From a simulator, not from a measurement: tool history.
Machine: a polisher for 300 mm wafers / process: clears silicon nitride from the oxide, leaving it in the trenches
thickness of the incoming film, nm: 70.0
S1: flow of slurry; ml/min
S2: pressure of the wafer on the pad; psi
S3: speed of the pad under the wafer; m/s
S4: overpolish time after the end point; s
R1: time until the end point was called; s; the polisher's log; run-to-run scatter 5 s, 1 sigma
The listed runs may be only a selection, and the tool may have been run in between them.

| run | day | S1 | S2 | S3 | S4 | R1 |
|---|---|---|---|---|---|---|
| 1 | 0.000 | 305 | 2.8 | 0.76 | 12 | 114.95 |
| 2 | 0.117 | 305 | 2.6 | 0.72 | 12 | 129.84 |
| 3 | 0.183 | 305 | 2.4 | 0.68 | 12 | 143.09 |
| 4 | 0.533 | 305 | 1.7 | 0.68 | 12 | 183.86 |
| 5 | 0.838 | 305 | 1.7 | 0.82 | 12 | 149.44 |
| 6 | 0.900 | 305 | 1.7 | 0.82 | 9 | 153.67 |

Run 7 comes next. What will it give?
| 7 | 1.071 | 305 | 1.6 | 0.76 | 9 | ? |

R1: 169.93 s
